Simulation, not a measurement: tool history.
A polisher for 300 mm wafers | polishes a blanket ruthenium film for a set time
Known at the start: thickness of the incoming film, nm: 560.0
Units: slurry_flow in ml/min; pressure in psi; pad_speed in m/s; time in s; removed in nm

Run 1, hour 0.0: slurry_flow 130 ml/min, pressure 2.0 psi, pad_speed 1.08 m/s, time 69 s. Result: removed 79.103 nm.
Run 2, hour 4.2: slurry_flow 130 ml/min, pressure 1.9 psi, pad_speed 1.08 m/s, time 69 s. Result: removed 76.263 nm.
Run 3, hour 11.8: slurry_flow 130 ml/min, pressure 1.9 psi, pad_speed 1.26 m/s, time 69 s. Result: removed 86.528 nm.
Run 4, hour 19.5: slurry_flow 130 ml/min, pressure 1.9 psi, pad_speed 1.26 m/s, time 73 s. Result: removed 91.478 nm.
Run 5, hour 23.9: slurry_flow 130 ml/min, pressure 1.7 psi, pad_speed 1.26 m/s, time 73 s. Result: removed 83.732 nm.
Run 6, hour 30.3: slurry_flow 130 ml/min, pressure 1.6 psi, pad_speed 1.26 m/s, time 73 s. Result: removed 78.573 nm.
Run 7, hour 38.1: slurry_flow 130 ml/min, pressure 1.5 psi, pad_speed 1.26 m/s, time 73 s. Result: removed 73.135 nm.

Forecast run 8:
Run 8, hour 44.2: slurry_flow 130 ml/min, pressure 1.4 psi, pad_speed 1.26 m/s, time 73 s. Result: removed ?.

removed: 68.480 nm

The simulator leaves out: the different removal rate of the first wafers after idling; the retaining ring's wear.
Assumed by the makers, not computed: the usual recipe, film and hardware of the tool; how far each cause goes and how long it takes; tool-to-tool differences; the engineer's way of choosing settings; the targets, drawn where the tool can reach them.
